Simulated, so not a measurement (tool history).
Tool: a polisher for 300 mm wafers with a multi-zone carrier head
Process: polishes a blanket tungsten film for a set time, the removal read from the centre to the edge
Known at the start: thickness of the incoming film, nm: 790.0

run	day	flow of slurry (ml/min)	pressure of the head's centre zone	pressure of the head's middle zone	pressure of the head's edge zone	abrasive content of the slurry	polishing time (s)	film removed at the wafer's centre (nm)	film removed at mid-radius (nm)	film removed at the wafer's edge (nm)
1	0.000	250	1.00	1.00	1.00	1.00	57	193.23	190.94	189.58
2	0.279	250	1.00	1.07	1.00	1.00	57	192.17	204.76	189.73
3	0.388	250	1.00	1.07	0.92	1.00	57	192.40	204.78	181.41
4	0.721	250	1.00	1.12	0.92	1.00	57	190.72	214.27	181.75
5	0.996	250	1.00	1.12	0.92	1.00	66	216.38	243.85	212.79
6	1.217	250	1.00	1.12	0.92	1.10	66	222.39	250.43	217.23
7	1.533	240	1.00	1.10	0.95	1.10	66	224.58	244.30	222.95
8	1.821	230	1.00	1.09	0.97	1.10	66	219.57	243.34	221.03
9	2.008	235	0.99	1.07	0.99	1.10	66	220.55	237.08	229.16

Forecast run 10:
10	2.158	230	0.97	1.00	1.06	1.15	66	?	?	?

film removed at the wafer's centre (nm): 217.98
film removed at mid-radius (nm): 228.41
film removed at the wafer's edge (nm): 230.07
